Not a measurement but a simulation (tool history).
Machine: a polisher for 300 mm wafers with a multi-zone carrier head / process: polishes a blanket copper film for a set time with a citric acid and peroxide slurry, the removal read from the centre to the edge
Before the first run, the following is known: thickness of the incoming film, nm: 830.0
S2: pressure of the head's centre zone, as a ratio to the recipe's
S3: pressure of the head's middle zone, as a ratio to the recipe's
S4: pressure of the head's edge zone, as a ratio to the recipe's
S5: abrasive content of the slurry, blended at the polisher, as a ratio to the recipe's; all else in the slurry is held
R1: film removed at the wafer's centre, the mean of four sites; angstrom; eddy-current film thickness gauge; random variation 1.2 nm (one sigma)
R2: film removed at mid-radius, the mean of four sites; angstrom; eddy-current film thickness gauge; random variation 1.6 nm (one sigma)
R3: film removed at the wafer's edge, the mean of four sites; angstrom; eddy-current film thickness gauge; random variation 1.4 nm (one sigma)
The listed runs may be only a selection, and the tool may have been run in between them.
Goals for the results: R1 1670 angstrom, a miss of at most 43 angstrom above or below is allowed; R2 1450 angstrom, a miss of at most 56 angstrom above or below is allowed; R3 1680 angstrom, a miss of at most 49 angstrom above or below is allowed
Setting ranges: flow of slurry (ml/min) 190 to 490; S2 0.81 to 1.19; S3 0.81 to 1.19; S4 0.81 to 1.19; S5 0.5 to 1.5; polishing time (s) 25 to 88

Run 1, day 0: flow of slurry (ml/min) 315, S2 1, S3 1, S4 1, S5 1, polishing time (s) 56. Result: R1 1321 angstrom, R2 1321.4 angstrom, R3 1365.8 angstrom.
Run 2, day 0.304: flow of slurry (ml/min) 380, S2 1, S3 1, S4 1, S5 1, polishing time (s) 56. Result: R1 1352.1 angstrom, R2 1338.2 angstrom, R3 1405.6 angstrom.
Run 3, day 0.417: flow of slurry (ml/min) 380, S2 1, S3 1, S4 1, S5 0.85, polishing time (s) 56. Result: R1 1326.6 angstrom, R2 1286.2 angstrom, R3 1356.7 angstrom.
Run 4, day 0.575: flow of slurry (ml/min) 390, S2 1.02, S3 1, S4 1.03, S5 0.9, polishing time (s) 56. Result: R1 1348.4 angstrom, R2 1316.1 angstrom, R3 1353.4 angstrom.
Run 5, day 0.762: flow of slurry (ml/min) 395, S2 1.02, S3 0.98, S4 1.02, S5 1, polishing time (s) 57. Result: R1 1416.9 angstrom, R2 1319.7 angstrom, R3 1441.6 angstrom.
Run 6, day 1.112: flow of slurry (ml/min) 470, S2 1.02, S3 0.98, S4 1.02, S5 1, polishing time (s) 57. Result: R1 1424.6 angstrom, R2 1362 angstrom, R3 1456.5 angstrom.
Run 7, day 1.408: flow of slurry (ml/min) 470, S2 1.03, S3 0.97, S4 1.03, S5 1.1, polishing time (s) 57. Result: R1 1475 angstrom, R2 1356 angstrom, R3 1471.9 angstrom.
Run 8, day 1.542: flow of slurry (ml/min) 470, S2 1.03, S3 0.96, S4 1.04, S5 1.15, polishing time (s) 58. Result: R1 1500 angstrom, R2 1384.4 angstrom, R3 1500.8 angstrom.
Run 9, day 1.883: flow of slurry (ml/min) 470, S2 1.03, S3 0.95, S4 1.05, S5 1.2, polishing time (s) 59. Result: R1 1529.6 angstrom, R2 1429.5 angstrom, R3 1554.6 angstrom.
Run 10, day 1.938: flow of slurry (ml/min) 470, S2 1.04, S3 0.94, S4 1.06, S5 1.25, polishing time (s) 59. Result: R1 1543.6 angstrom, R2 1405.3 angstrom, R3 1566 angstrom.

Which of these 5 next moves meets every target?
Run A, day 1.992: flow of slurry (ml/min) 465, S2 1.07, S3 0.85, S4 1.06, S5 1.3, polishing time (s) 59. Result: R1 ?, R2 ?, R3 ?.
Run B, day 1.992: flow of slurry (ml/min) 455, S2 1.06, S3 0.87, S4 1.04, S5 1.15, polishing time (s) 60. Result: R1 ?, R2 ?, R3 ?.
Run C, day 1.992: flow of slurry (ml/min) 490, S2 1.09, S3 0.95, S4 1.03, S5 1.2, polishing time (s) 60. Result: R1 ?, R2 ?, R3 ?.
Run D, day 1.992: flow of slurry (ml/min) 450, S2 1.07, S3 0.92, S4 1.13, S5 1.2, polishing time (s) 62. Result: R1 ?, R2 ?, R3 ?.
Run E, day 1.992: flow of slurry (ml/min) 465, S2 1.09, S3 0.89, S4 1.08, S5 1.35, polishing time (s) 57. Result: R1 ?, R2 ?, R3 ?.

move      R1      R2      R3
   A  1613.5  1287.5  1569.6
   B  1588.4  1303.6  1547.7
   C    1653  1419.7  1557.9
   D  1667.9  1420.4    1663
   E  1597.9  1300.8  1537.4
A: as far off as the last run
B: closes in on the targets versus the last run, not all within tolerance yet
C: corrects the largest miss of the last run, while another result sits out of spec
D: in spec on every target
E: as far off as the last run
Move D is the one to make.
